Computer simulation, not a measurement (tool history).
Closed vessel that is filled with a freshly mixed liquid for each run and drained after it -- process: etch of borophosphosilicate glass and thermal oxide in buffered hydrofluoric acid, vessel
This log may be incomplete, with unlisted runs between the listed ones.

run,day,temperature setpoint of the liquid (K),parts of 40 % ammonium fluoride to one part of 49 % hydrofluoric acid (parts by volume),time in the liquid (s),thickness taken off the borophosphosilicate glass on a monitor wafer (angstrom),thickness taken off the thermal oxide on a monitor wafer (angstrom)
1,0.000,297.15,10.5,60,789.99,682.99
2,0.358,294.65,10.5,60,688.14,596.77
3,0.633,293.15,10.5,60,639.73,550.57
4,0.879,295.15,10.5,60,716.95,615.04
5,0.908,297.15,10.5,60,798.77,687.83
6,1.179,298.15,10.5,60,826.56,723.56

Run 7 is up next; what results do you expect?
7,1.346,298.65,10.5,60,?,?

thickness taken off the borophosphosilicate glass on a monitor wafer (angstrom): 871.68
thickness taken off the thermal oxide on a monitor wafer (angstrom): 744.14

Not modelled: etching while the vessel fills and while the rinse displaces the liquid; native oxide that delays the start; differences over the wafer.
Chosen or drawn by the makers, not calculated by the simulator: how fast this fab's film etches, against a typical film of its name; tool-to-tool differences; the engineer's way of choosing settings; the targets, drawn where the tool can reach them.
